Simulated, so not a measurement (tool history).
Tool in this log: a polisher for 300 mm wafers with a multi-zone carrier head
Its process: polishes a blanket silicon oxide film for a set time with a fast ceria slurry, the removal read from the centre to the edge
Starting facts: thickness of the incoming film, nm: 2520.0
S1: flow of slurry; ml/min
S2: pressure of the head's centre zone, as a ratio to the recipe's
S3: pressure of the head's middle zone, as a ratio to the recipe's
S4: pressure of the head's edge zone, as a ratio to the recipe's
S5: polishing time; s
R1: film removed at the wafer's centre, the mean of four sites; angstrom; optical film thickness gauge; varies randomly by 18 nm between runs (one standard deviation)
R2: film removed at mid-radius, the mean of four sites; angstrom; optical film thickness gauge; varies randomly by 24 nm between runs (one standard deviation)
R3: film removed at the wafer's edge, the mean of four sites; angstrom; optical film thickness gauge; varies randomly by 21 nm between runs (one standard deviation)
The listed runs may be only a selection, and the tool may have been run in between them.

{"run": 1, "hour": 0.0, "S1": 290, "S2": 1, "S3": 1, "S4": 1, "S5": 52, "R1": 10835, "R2": 11353, "R3": 11109}
{"run": 2, "hour": 5.3, "S1": 290, "S2": 1.01, "S3": 1.01, "S4": 1.01, "S5": 54, "R1": 11031, "R2": 12001, "R3": 11614}
{"run": 3, "hour": 9.3, "S1": 290, "S2": 1.01, "S3": 1.01, "S4": 1.01, "S5": 65, "R1": 13424, "R2": 14130, "R3": 13721}
{"run": 4, "hour": 12.0, "S1": 325, "S2": 1.01, "S3": 1.01, "S4": 1.01, "S5": 65, "R1": 13749, "R2": 14491, "R3": 14251}
{"run": 5, "hour": 20.2, "S1": 330, "S2": 1.02, "S3": 1.02, "S4": 1.01, "S5": 65, "R1": 13880, "R2": 14426, "R3": 13660}
{"run": 6, "hour": 23.9, "S1": 330, "S2": 1.02, "S3": 1.06, "S4": 1.01, "S5": 65, "R1": 14103, "R2": 15536, "R3": 13794}
{"run": 7, "hour": 27.1, "S1": 330, "S2": 1.03, "S3": 1.06, "S4": 1.02, "S5": 66, "R1": 14374, "R2": 15252, "R3": 14142}

Run 8 has not been measured yet. What should we expect?
{"run": 8, "hour": 31.6, "S1": 330, "S2": 1.03, "S3": 1.06, "S4": 1.03, "S5": 67, "R1": "?", "R2": "?", "R3": "?"}

Run 8 measured R1 14377 angstrom, R2 15464 angstrom, R3 14237 angstrom.
